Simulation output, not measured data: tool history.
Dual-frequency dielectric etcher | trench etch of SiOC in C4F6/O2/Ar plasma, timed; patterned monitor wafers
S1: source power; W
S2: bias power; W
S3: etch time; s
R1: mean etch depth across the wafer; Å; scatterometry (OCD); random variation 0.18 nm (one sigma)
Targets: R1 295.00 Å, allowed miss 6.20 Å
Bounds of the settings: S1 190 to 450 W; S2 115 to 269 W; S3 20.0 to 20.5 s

{"run": 1, "day": 0.0, "S1": 320, "S2": 192, "S3": 20.0, "R1": 373.11}
{"run": 2, "day": 0.079, "S1": 320, "S2": 192, "S3": 20.0, "R1": 369.51}
{"run": 3, "day": 0.375, "S1": 260, "S2": 192, "S3": 20.0, "R1": 344.16}
{"run": 4, "day": 0.429, "S1": 250, "S2": 186, "S3": 20.0, "R1": 330.86}
{"run": 5, "day": 0.733, "S1": 250, "S2": 186, "S3": 20.5, "R1": 335.09}
{"run": 6, "day": 1.096, "S1": 240, "S2": 184, "S3": 20.5, "R1": 331.06}
{"run": 7, "day": 1.462, "S1": 230, "S2": 181, "S3": 20.5, "R1": 326.63}
{"run": 8, "day": 1.762, "S1": 220, "S2": 178, "S3": 20.5, "R1": 318.06}
{"run": 9, "day": 2.071, "S1": 220, "S2": 176, "S3": 20.5, "R1": 318.51}
{"run": 10, "day": 2.104, "S1": 220, "S2": 173, "S3": 20.5, "R1": 312.33}
{"run": 11, "day": 2.162, "S1": 220, "S2": 172, "S3": 20.5, "R1": 309.98}
{"run": 12, "day": 2.383, "S1": 220, "S2": 171, "S3": 20.5, "R1": 311.55}
{"run": 13, "day": 2.754, "S1": 220, "S2": 170, "S3": 20.5, "R1": 310.35}
{"run": 14, "day": 3.096, "S1": 220, "S2": 169, "S3": 20.5, "R1": 311.99}
{"run": 15, "day": 3.279, "S1": 190, "S2": 154, "S3": 20.5, "R1": 283.3}
{"day": 3.342, "done": "source power generator calibrated"}
{"run": 16, "day": 3.342, "S1": 200, "S2": 155, "S3": 20.5, "R1": 288.07}

4 next moves are on the table. One of them brings every result within its allowed miss. Which?
{"run": "A", "day": 3.404, "S1": 190, "S2": 158, "S3": 20.5, "R1": "?"}
{"run": "B", "day": 3.404, "S1": 240, "S2": 163, "S3": 20.0, "R1": "?"}
{"run": "C", "day": 3.404, "S1": 220, "S2": 130, "S3": 20.0, "R1": "?"}
{"run": "D", "day": 3.404, "S1": 200, "S2": 164, "S3": 20.5, "R1": "?"}

move=A R1=279.89
move=B R1=305.21
move=C R1=274.52
move=D R1=289.63
A: further off than the last run
B: takes the result that was furthest off past its target
C: further off than the last run
D: meets every target
Answer: D

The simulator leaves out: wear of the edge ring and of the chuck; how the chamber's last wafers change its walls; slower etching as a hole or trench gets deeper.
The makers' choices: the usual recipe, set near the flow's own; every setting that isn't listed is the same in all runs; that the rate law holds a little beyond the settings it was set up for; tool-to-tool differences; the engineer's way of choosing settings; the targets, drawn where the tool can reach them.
